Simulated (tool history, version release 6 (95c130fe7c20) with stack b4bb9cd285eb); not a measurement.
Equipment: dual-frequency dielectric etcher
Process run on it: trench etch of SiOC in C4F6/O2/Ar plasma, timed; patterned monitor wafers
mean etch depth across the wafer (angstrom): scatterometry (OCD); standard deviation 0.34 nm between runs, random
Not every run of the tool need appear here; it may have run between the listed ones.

run,hour,source power (W),bias power (W),etch time (s),mean etch depth across the wafer (angstrom)
1,0,370,200,21,435.46
2,8.5,370,230,21,451.58
3,16.5,420,230,21,479.71
4,19.9,420,264,21,494.73
5,21.8,430,265,21,502.08
6,25.4,440,266,21,510.71

Predict the results of run 7:
7,28.8,440,267,21,?

{"run 7": {"mean etch depth across the wafer (angstrom)": 511.49}}
